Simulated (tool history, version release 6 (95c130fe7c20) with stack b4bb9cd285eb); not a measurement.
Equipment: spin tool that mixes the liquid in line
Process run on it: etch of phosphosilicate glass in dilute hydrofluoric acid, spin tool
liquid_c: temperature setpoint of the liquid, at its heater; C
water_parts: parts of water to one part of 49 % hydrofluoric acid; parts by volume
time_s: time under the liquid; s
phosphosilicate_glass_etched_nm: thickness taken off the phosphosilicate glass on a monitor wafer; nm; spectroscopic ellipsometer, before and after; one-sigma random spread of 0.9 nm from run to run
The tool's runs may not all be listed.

| run | hour | liquid_c | water_parts | time_s | phosphosilicate_glass_etched_nm |
|---|---|---|---|---|---|
| 1 | 0.0 | 23.0 | 140 | 70 | 29.337 |
| 2 | 7.4 | 23.0 | 140 | 75 | 31.517 |
| 3 | 11.3 | 25.5 | 105 | 75 | 48.826 |
| 4 | 18.2 | 27.5 | 85 | 75 | 66.930 |
| 5 | 19.3 | 30.0 | 85 | 75 | 73.913 |
| 6 | 24.2 | 30.0 | 85 | 70 | 68.118 |
| 7 | 26.7 | 31.0 | 30 | 70 | 222.160 |
| 8 | 33.1 | 27.0 | 30 | 70 | 188.430 |
| 9 | 36.2 | 27.0 | 30 | 70 | 187.650 |
| 10 | 43.1 | 25.0 | 40 | 70 | 126.260 |
| 11 | 49.3 | 24.0 | 40 | 70 | 120.930 |
| 12 | 57.8 | 23.5 | 40 | 70 | 117.960 |
| 13 | 66.2 | 23.5 | 40 | 70 | 118.850 |
| 14 | 75.0 | 23.5 | 40 | 70 | 117.630 |
| 15 | 75.9 | 23.0 | 40 | 70 | 116.180 |
| 16 | 82.2 | 23.0 | 40 | 70 | 116.370 |

For run 17, what comes out?
| 17 | 90.9 | 22.5 | 40 | 70 | ? |

Run 17 yielded phosphosilicate_glass_etched_nm 113.570 nm.
